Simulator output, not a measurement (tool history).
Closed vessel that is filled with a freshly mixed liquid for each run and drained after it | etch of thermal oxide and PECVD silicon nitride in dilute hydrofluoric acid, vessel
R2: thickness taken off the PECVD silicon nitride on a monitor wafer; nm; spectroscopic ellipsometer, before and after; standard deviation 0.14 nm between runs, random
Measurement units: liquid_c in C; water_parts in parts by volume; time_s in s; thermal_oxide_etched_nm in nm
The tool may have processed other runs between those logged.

{"run": 1, "hour": 0.0, "liquid_c": 23.0, "water_parts": 45, "time_s": 260, "thermal_oxide_etched_nm": 30.102, "R2": 22.297}
{"run": 2, "hour": 5.4, "liquid_c": 23.0, "water_parts": 40, "time_s": 260, "thermal_oxide_etched_nm": 33.863, "R2": 24.983}
{"run": 3, "hour": 10.9, "liquid_c": 23.0, "water_parts": 40, "time_s": 200, "thermal_oxide_etched_nm": 25.65, "R2": 19.247}
{"run": 4, "hour": 13.0, "liquid_c": 22.5, "water_parts": 40, "time_s": 200, "thermal_oxide_etched_nm": 24.976, "R2": 18.469}
{"run": 5, "hour": 20.2, "liquid_c": 22.5, "water_parts": 40, "time_s": 115, "thermal_oxide_etched_nm": 14.55, "R2": 10.598}
{"run": 6, "hour": 23.3, "liquid_c": 22.5, "water_parts": 30, "time_s": 115, "thermal_oxide_etched_nm": 19.625, "R2": 14.149}
{"run": 7, "hour": 28.9, "liquid_c": 22.5, "water_parts": 25, "time_s": 115, "thermal_oxide_etched_nm": 23.691, "R2": 16.616}

For run 8, what comes out?
{"run": 8, "hour": 32.9, "liquid_c": 22.0, "water_parts": 30, "time_s": 115, "thermal_oxide_etched_nm": "?", "R2": "?"}

thermal_oxide_etched_nm: 19.309 nm
R2: 13.704 nm

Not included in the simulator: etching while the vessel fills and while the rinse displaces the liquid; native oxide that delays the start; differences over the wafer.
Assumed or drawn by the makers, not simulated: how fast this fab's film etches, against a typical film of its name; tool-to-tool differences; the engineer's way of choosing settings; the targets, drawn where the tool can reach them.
